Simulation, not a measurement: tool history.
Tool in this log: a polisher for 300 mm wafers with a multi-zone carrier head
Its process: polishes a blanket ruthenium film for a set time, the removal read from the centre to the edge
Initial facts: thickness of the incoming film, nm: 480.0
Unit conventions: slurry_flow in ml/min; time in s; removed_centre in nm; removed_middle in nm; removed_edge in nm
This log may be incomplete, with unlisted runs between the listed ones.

run 1 hour=0 | slurry_flow=150 centre_zone=1 middle_zone=1 edge_zone=1 time=31 | removed_centre=25.241 removed_middle=24.876 removed_edge=25.169
run 2 hour=5.2 | slurry_flow=150 centre_zone=1 middle_zone=1 edge_zone=1 time=25 | removed_centre=19.924 removed_middle=20.236 removed_edge=20.631
run 3 hour=6.9 | slurry_flow=155 centre_zone=0.99 middle_zone=0.99 edge_zone=1.04 time=26 | removed_centre=20.563 removed_middle=20.476 removed_edge=21.614
run 4 hour=8 | slurry_flow=155 centre_zone=0.97 middle_zone=0.99 edge_zone=1.07 time=27 | removed_centre=21.743 removed_middle=21.907 removed_edge=23.214
run 5 hour=13.8 | slurry_flow=155 centre_zone=0.97 middle_zone=0.99 edge_zone=1.02 time=27 | removed_centre=21.263 removed_middle=20.977 removed_edge=22.748
run 6 hour=14.3 | slurry_flow=160 centre_zone=0.95 middle_zone=1 edge_zone=1.04 time=27 | removed_centre=20.73 removed_middle=22.167 removed_edge=22.864
run 7 hour=15.2 | slurry_flow=160 centre_zone=0.95 middle_zone=1 edge_zone=1.04 time=27 | removed_centre=20.832 removed_middle=22.202 removed_edge=22.888
run 8 hour=22.3 | slurry_flow=165 centre_zone=0.94 middle_zone=0.99 edge_zone=1.07 time=27 | removed_centre=21.232 removed_middle=22.016 removed_edge=23.035
-- hour=28.5 slurry nozzle cleaned
run 9 hour=28.5 | slurry_flow=160 centre_zone=0.93 middle_zone=0.98 edge_zone=1.08 time=28 | removed_centre=23.358 removed_middle=24.195 removed_edge=24.798
run 10 hour=29.1 | slurry_flow=175 centre_zone=0.9 middle_zone=0.95 edge_zone=1.07 time=28 | removed_centre=21.94 removed_middle=23.585 removed_edge=24.939
run 11 hour=30.8 | slurry_flow=175 centre_zone=0.89 middle_zone=0.93 edge_zone=1.08 time=28 | removed_centre=22.348 removed_middle=22.932 removed_edge=24.949
run 12 hour=37.2 | slurry_flow=175 centre_zone=0.87 middle_zone=0.91 edge_zone=1.09 time=28 | removed_centre=21.673 removed_middle=22.435 removed_edge=24.966

For run 13, what comes out?
run 13 hour=43 | slurry_flow=175 centre_zone=0.86 middle_zone=0.9 edge_zone=1.1 time=28 | removed_centre=? removed_middle=? removed_edge=?

Run 13 came out at removed_centre 21.401 nm, removed_middle 22.67 nm, removed_edge 25.949 nm.
